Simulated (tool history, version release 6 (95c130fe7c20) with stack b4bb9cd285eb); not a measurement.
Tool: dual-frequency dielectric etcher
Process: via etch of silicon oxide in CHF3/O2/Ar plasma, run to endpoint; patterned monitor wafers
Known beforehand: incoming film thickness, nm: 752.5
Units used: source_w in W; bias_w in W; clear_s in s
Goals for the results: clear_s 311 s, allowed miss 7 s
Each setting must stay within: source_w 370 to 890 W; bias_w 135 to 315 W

| run | hour | source_w | bias_w | clear_s |
|---|---|---|---|---|
| 1 | 0 | 630 | 225 | 348.47 |
| 2 | 6 | 730 | 225 | 330.65 |
| 3 | 10.9 | 630 | 225 | 348.52 |
| 4 | 15.5 | 660 | 229 | 342.46 |
| 5 | 16.6 | 660 | 189 | 368.81 |
| 6 | 19.4 | 660 | 207 | 353.23 |
| 7 | 19.9 | 700 | 211 | 347.89 |
| 8 | 28.8 | 730 | 217 | 337.43 |
| 9 | 30.5 | 750 | 220 | 334.46 |
| 10 | 32.2 | 770 | 224 | 331.63 |

Of the 4 settings listed for the next run, only one would bring every result within its allowed miss of target. Which one?
| A | 33.9 | 660 | 233 | ? |
| B | 33.9 | 810 | 198 | ? |
| C | 33.9 | 830 | 245 | ? |
| D | 33.9 | 710 | 243 | ? |

| move | clear_s |
|---|---|
| A | 342.3 |
| B | 342.3 |
| C | 314.74 |
| D | 330.22 |
A: further off than the last run
B: further off than the last run
C: hits every target within its allowed miss
D: better than the last run, though not everything is in spec
The move that meets every target is C.
